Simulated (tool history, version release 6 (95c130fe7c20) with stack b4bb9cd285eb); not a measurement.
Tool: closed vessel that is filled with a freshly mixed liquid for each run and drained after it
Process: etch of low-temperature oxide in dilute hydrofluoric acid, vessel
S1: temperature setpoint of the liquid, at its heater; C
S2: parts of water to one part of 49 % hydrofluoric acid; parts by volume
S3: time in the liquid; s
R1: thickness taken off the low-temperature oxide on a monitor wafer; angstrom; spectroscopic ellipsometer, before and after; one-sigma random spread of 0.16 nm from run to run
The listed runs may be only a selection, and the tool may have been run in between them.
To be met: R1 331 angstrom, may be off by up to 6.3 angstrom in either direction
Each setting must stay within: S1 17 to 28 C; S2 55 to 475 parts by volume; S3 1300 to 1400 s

{"run": 1, "hour": 0.0, "S1": 20, "S2": 265, "S3": 1300, "R1": 455.7}
{"run": 2, "hour": 1.9, "S1": 19, "S2": 280, "S3": 1300, "R1": 410.39}
{"run": 3, "hour": 3.9, "S1": 21, "S2": 280, "S3": 1300, "R1": 444.59}
{"run": 4, "hour": 13.4, "S1": 21, "S2": 235, "S3": 1300, "R1": 546.01}
{"run": 5, "hour": 15.7, "S1": 20, "S2": 260, "S3": 1300, "R1": 464.47}
{"run": 6, "hour": 20.7, "S1": 20, "S2": 305, "S3": 1300, "R1": 382.79}
{"run": 7, "hour": 26.4, "S1": 19, "S2": 305, "S3": 1300, "R1": 366.51}
{"run": 8, "hour": 30.5, "S1": 18.5, "S2": 305, "S3": 1300, "R1": 361.23}
{"run": 9, "hour": 38.8, "S1": 18, "S2": 305, "S3": 1300, "R1": 355.33}

5 next moves are on the table. One of them brings every result within its allowed miss. Which?
{"run": "A", "hour": 47.1, "S1": 17, "S2": 320, "S3": 1400, "R1": "?"}
{"run": "B", "hour": 47.1, "S1": 17, "S2": 325, "S3": 1300, "R1": "?"}
{"run": "C", "hour": 47.1, "S1": 17.5, "S2": 315, "S3": 1335, "R1": "?"}
{"run": "D", "hour": 47.1, "S1": 17, "S2": 345, "S3": 1385, "R1": "?"}
{"run": "E", "hour": 47.1, "S1": 18, "S2": 330, "S3": 1345, "R1": "?"}

move=A R1=347.05
move=B R1=316.01
move=C R1=343.97
move=D R1=312.04
move=E R1=332.8
A: gains on the last run, yet a result remains outside its allowed miss
B: carries the result that was furthest off beyond its target, to the other side
C: gains on the last run, yet a result remains outside its allowed miss
D: carries the result that was furthest off beyond its target, to the other side
E: every result within its allowed miss
The move that meets every target is E.
